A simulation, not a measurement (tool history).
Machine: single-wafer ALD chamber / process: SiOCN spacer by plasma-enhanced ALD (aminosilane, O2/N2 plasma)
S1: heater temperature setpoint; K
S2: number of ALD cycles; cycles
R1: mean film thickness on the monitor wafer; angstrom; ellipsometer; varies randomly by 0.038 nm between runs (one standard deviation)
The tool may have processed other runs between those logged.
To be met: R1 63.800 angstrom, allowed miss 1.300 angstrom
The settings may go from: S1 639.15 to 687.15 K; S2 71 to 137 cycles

| run | hour | S1 | S2 | R1 |
|---|---|---|---|---|
| 1 | 0.0 | 663.15 | 104 | 70.679 |
| 2 | 8.4 | 663.15 | 112 | 75.580 |
| 3 | 12.4 | 663.15 | 120 | 81.484 |
| 4 | 14.9 | 663.15 | 113 | 76.317 |
| 5 | 19.2 | 663.15 | 108 | 73.035 |
| 6 | 23.7 | 663.15 | 99 | 67.001 |
| 7 | 25.7 | 663.15 | 98 | 66.235 |
| 8 | 33.0 | 663.15 | 97 | 65.561 |

Consider the 5 candidate settings below. Which is the only one whose results all fall within their allowed miss of target?
| A | 40.3 | 666.15 | 101 | ? |
| B | 40.3 | 660.15 | 101 | ? |
| C | 40.3 | 664.15 | 95 | ? |
| D | 40.3 | 666.15 | 100 | ? |
| E | 40.3 | 667.15 | 101 | ? |

| move | R1 |
|---|---|
| A | 68.059 |
| B | 68.059 |
| C | 64.015 |
| D | 67.385 |
| E | 68.059 |
A: its largest miss is bigger than the last run's
B: its largest miss is bigger than the last run's
C: all results in spec
D: its largest miss is bigger than the last run's
E: its largest miss is bigger than the last run's
Answer: C
